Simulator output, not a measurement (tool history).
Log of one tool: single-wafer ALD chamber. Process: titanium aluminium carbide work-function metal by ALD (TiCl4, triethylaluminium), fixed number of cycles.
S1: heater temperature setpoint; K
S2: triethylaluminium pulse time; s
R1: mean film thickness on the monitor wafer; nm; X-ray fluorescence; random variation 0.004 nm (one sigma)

Run 1, hour 0.0: S1 553.15 K, S2 14.97 s. Result: R1 1.7096 nm.
Run 2, hour 6.1: S1 553.15 K, S2 19.21 s. Result: R1 1.7158 nm.
Run 3, hour 9.5: S1 550.15 K, S2 17.32 s. Result: R1 1.6791 nm.
Run 4, hour 10.3: S1 550.15 K, S2 19.08 s. Result: R1 1.6874 nm.
Run 5, hour 19.1: S1 560.15 K, S2 19.08 s. Result: R1 1.7748 nm.
Run 6, hour 25.7: S1 556.15 K, S2 17.21 s. Result: R1 1.7427 nm.
Run 7, hour 26.8: S1 552.15 K, S2 15.60 s. Result: R1 1.7028 nm.
Run 8, hour 31.5: S1 549.15 K, S2 14.21 s. Result: R1 1.6591 nm.
Run 9, hour 36.0: S1 546.15 K, S2 13.01 s. Result: R1 1.6303 nm.
Run 10, hour 40.8: S1 544.15 K, S2 11.97 s. Result: R1 1.5909 nm.
Run 11, hour 48.0: S1 542.15 K, S2 11.82 s. Result: R1 1.5721 nm.
Run 12, hour 54.7: S1 540.15 K, S2 11.71 s. Result: R1 1.5379 nm.
Run 13, hour 58.6: S1 539.15 K, S2 11.67 s. Result: R1 1.5383 nm.
Run 14, hour 65.5: S1 539.15 K, S2 11.67 s. Result: R1 1.5405 nm.
Run 15, hour 73.4: S1 538.15 K, S2 11.59 s. Result: R1 1.5337 nm.
Run 16, hour 82.0: S1 537.15 K, S2 11.31 s. Result: R1 1.5080 nm.

Run 17 comes next. What will it give?
Run 17, hour 86.8: S1 536.15 K, S2 11.28 s. Result: R1 ?.

R1: 1.5069 nm

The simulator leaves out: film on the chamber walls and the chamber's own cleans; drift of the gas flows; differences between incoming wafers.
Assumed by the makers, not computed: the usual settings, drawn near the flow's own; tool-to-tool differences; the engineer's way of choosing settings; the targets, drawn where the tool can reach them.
